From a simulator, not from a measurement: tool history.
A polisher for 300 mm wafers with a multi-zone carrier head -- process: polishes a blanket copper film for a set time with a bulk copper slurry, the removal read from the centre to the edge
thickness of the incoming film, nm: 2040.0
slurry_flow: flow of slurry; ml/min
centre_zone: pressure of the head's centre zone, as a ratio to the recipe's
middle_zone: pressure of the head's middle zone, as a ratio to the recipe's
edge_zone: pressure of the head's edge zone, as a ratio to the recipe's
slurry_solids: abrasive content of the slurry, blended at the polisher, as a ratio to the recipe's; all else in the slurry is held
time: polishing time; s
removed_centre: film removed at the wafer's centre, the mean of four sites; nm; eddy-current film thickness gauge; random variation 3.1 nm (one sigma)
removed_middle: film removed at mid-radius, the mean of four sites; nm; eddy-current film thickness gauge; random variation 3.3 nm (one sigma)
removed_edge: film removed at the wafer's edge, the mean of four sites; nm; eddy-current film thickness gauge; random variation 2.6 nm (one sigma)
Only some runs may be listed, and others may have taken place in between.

| run | hour | slurry_flow | centre_zone | middle_zone | edge_zone | slurry_solids | time | removed_centre | removed_middle | removed_edge |
|---|---|---|---|---|---|---|---|---|---|---|
| 1 | 0.0 | 255 | 1.00 | 1.00 | 1.00 | 1.00 | 74 | 704.45 | 712.28 | 686.03 |
| 2 | 3.3 | 255 | 1.00 | 1.00 | 1.06 | 1.00 | 74 | 691.94 | 698.47 | 712.92 |
| 3 | 8.8 | 255 | 1.00 | 1.00 | 1.06 | 1.00 | 84 | 793.12 | 805.37 | 789.21 |
| 4 | 16.7 | 255 | 1.07 | 1.00 | 1.06 | 1.00 | 84 | 831.42 | 795.19 | 805.98 |
| 5 | 19.0 | 255 | 1.07 | 1.00 | 1.06 | 1.10 | 84 | 858.98 | 815.11 | 810.52 |
| 6 | 24.2 | 245 | 1.02 | 1.00 | 1.03 | 1.00 | 74 | 701.21 | 717.28 | 694.47 |
| 7 | 27.4 | 245 | 1.02 | 1.00 | 1.03 | 1.00 | 74 | 708.50 | 707.89 | 693.53 |
| 8 | 35.0 | 235 | 0.98 | 0.99 | 1.02 | 0.90 | 66 | 600.09 | 627.12 | 608.72 |
| 9 | 35.9 | 225 | 0.95 | 0.98 | 1.02 | 0.80 | 60 | 518.23 | 555.46 | 540.98 |
| 10 | 37.1 | 215 | 0.92 | 0.97 | 1.02 | 0.75 | 56 | 457.15 | 506.39 | 499.34 |
| 11 | 39.4 | 205 | 0.90 | 0.96 | 1.00 | 0.70 | 53 | 423.85 | 468.01 | 461.28 |
| 12 | 44.9 | 170 | 0.81 | 0.96 | 1.00 | 0.50 | 41 | 274.74 | 342.31 | 341.13 |
| 13 | 50.5 | 195 | 0.82 | 0.96 | 1.00 | 0.50 | 41 | 280.18 | 348.73 | 339.13 |
| 14 | 52.8 | 200 | 0.84 | 0.97 | 1.02 | 0.50 | 41 | 290.51 | 347.54 | 346.23 |
| 15 | 59.7 | 200 | 0.85 | 0.98 | 1.03 | 0.50 | 41 | 290.77 | 351.04 | 347.89 |
| 16 | 63.7 | 205 | 0.86 | 0.99 | 1.04 | 0.50 | 41 | 296.40 | 355.59 | 347.21 |

Estimate the outcome of run 17 from the log above:
|  | 68.7 | edge zone pressure recalibrated |
| 17 | 68.7 | 210 | 0.86 | 0.99 | 1.05 | 0.50 | 41 | ? | ? | ? |

{"run 17": {"removed_centre": 292.56, "removed_middle": 353.46, "removed_edge": 370.75}}

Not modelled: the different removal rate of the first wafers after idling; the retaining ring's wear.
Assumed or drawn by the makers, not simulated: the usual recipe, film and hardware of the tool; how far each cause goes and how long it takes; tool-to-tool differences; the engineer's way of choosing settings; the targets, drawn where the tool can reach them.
